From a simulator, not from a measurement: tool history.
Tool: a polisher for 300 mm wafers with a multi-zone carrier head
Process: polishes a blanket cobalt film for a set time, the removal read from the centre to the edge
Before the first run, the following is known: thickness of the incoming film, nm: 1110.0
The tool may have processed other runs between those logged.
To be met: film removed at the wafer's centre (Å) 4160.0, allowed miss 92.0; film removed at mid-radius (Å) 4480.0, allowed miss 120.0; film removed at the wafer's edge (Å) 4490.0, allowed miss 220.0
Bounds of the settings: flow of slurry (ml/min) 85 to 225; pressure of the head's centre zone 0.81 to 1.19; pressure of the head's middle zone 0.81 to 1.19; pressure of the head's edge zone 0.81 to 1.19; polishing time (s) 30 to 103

| run | hour | flow of slurry (ml/min) | pressure of the head's centre zone | pressure of the head's middle zone | pressure of the head's edge zone | polishing time (s) | film removed at the wafer's centre (Å) | film removed at mid-radius (Å) | film removed at the wafer's edge (Å) |
|---|---|---|---|---|---|---|---|---|---|
| 1 | 0.0 | 145 | 1.00 | 1.00 | 1.00 | 66 | 3753.0 | 3716.5 | 3527.3 |
| 2 | 3.8 | 145 | 0.93 | 1.00 | 1.00 | 66 | 3460.4 | 3692.6 | 3494.3 |
| 3 | 12.4 | 130 | 0.93 | 1.00 | 1.00 | 66 | 3380.7 | 3618.8 | 3437.0 |
| 4 | 16.2 | 130 | 0.93 | 1.00 | 1.04 | 66 | 3384.5 | 3596.5 | 3482.7 |
| 5 | 19.8 | 150 | 0.93 | 1.01 | 1.09 | 69 | 3723.1 | 3928.3 | 3811.9 |
| 6 | 26.9 | 150 | 0.93 | 1.08 | 1.09 | 69 | 3676.5 | 4186.3 | 3903.0 |
| 7 | 31.0 | 160 | 0.93 | 1.07 | 1.12 | 70 | 3807.6 | 4172.9 | 3865.0 |
| 8 | 38.7 | 145 | 0.94 | 1.07 | 1.14 | 73 | 3910.4 | 4313.1 | 4087.9 |
| 9 | 46.3 | 145 | 0.93 | 1.06 | 1.16 | 75 | 3968.4 | 4434.8 | 4330.9 |
| 10 | 48.4 | 150 | 0.93 | 1.05 | 1.17 | 75 | 4040.2 | 4415.6 | 4340.1 |
| 11 | 56.2 | 150 | 0.93 | 1.05 | 1.18 | 75 | 4035.8 | 4439.1 | 4254.1 |
| 12 | 62.7 | 145 | 0.93 | 1.04 | 1.18 | 76 | 4019.5 | 4442.6 | 4466.8 |

Exactly one of the 5 candidate moves below puts every result within its allowed miss. Which one?
| A | 69.2 | 200 | 0.92 | 1.01 | 1.19 | 75 | ? | ? | ? |
| B | 69.2 | 170 | 0.85 | 1.09 | 1.19 | 77 | ? | ? | ? |
| C | 69.2 | 155 | 0.90 | 1.09 | 1.13 | 75 | ? | ? | ? |
| D | 69.2 | 145 | 0.89 | 1.07 | 1.19 | 77 | ? | ? | ? |
| E | 69.2 | 125 | 0.93 | 1.13 | 1.19 | 76 | ? | ? | ? |

| move | film removed at the wafer's centre (Å) | film removed at mid-radius (Å) | film removed at the wafer's edge (Å) |
|---|---|---|---|
| A | 4181.8 | 4546.9 | 4553.3 |
| B | 3848.1 | 4838.6 | 4577.2 |
| C | 3892.4 | 4629.1 | 4288.7 |
| D | 3889.1 | 4615.2 | 4473.9 |
| E | 3856.8 | 4599.0 | 4302.7 |
A: all results in spec
B: lands further from the targets than the last run did
C: lands further from the targets than the last run did
D: lands further from the targets than the last run did
E: lands further from the targets than the last run did
Correct choice: A, which meets every target
